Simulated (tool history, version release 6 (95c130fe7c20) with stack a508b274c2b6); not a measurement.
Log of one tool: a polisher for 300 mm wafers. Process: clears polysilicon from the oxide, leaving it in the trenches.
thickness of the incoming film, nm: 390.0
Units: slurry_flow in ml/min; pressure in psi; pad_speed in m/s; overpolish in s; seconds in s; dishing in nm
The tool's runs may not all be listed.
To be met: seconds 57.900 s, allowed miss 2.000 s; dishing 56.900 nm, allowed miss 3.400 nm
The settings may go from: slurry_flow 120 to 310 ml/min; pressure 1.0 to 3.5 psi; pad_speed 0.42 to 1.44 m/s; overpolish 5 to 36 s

run 1 hour=0.0 | slurry_flow=200 pressure=2.2 pad_speed=0.92 overpolish=18 | seconds=40.899 dishing=60.148
run 2 hour=7.1 | slurry_flow=200 pressure=2.7 pad_speed=0.92 overpolish=18 | seconds=33.830 dishing=59.704
run 3 hour=11.2 | slurry_flow=200 pressure=2.7 pad_speed=0.92 overpolish=25 | seconds=33.739 dishing=61.449
run 4 hour=14.6 | slurry_flow=200 pressure=2.3 pad_speed=0.90 overpolish=22 | seconds=39.268 dishing=58.120
run 5 hour=22.1 | slurry_flow=200 pressure=2.3 pad_speed=1.12 overpolish=22 | seconds=33.622 dishing=60.771
run 6 hour=23.3 | slurry_flow=200 pressure=2.1 pad_speed=1.12 overpolish=22 | seconds=37.096 dishing=61.018
run 7 hour=25.9 | slurry_flow=195 pressure=1.8 pad_speed=1.10 overpolish=20 | seconds=42.538 dishing=57.025
run 8 hour=27.7 | slurry_flow=205 pressure=1.6 pad_speed=1.08 overpolish=23 | seconds=49.262 dishing=58.091
run 9 hour=28.7 | slurry_flow=205 pressure=1.2 pad_speed=1.08 overpolish=24 | seconds=63.106 dishing=55.145
run 10 hour=32.4 | slurry_flow=215 pressure=1.4 pad_speed=1.08 overpolish=25 | seconds=54.826 dishing=58.206
run 11 hour=34.5 | slurry_flow=210 pressure=1.4 pad_speed=1.08 overpolish=25 | seconds=56.507 dishing=59.760
run 12 hour=38.4 | slurry_flow=205 pressure=1.4 pad_speed=1.08 overpolish=24 | seconds=55.655 dishing=58.367
run 13 hour=39.4 | slurry_flow=205 pressure=1.4 pad_speed=1.08 overpolish=23 | seconds=56.685 dishing=57.640
run 14 hour=41.1 | slurry_flow=200 pressure=1.4 pad_speed=1.08 overpolish=23 | seconds=56.164 dishing=55.153

4 next moves are on the table. One of them brings every result within its allowed miss. Which?
run A hour=42.8 | slurry_flow=240 pressure=1.4 pad_speed=1.14 overpolish=18 | seconds=? dishing=?
run B hour=42.8 | slurry_flow=145 pressure=1.6 pad_speed=1.04 overpolish=23 | seconds=? dishing=?
run C hour=42.8 | slurry_flow=215 pressure=1.3 pad_speed=1.14 overpolish=26 | seconds=? dishing=?
run D hour=42.8 | slurry_flow=120 pressure=1.2 pad_speed=1.32 overpolish=18 | seconds=? dishing=?

move=A seconds=52.650 dishing=55.319
move=B seconds=53.111 dishing=58.959
move=C seconds=57.189 dishing=59.573
move=D seconds=59.893 dishing=52.920
A: further off than the last run
B: further off than the last run
C: meets every target
D: brings the result that was furthest off to its target, and leaves another outside
Answer: C
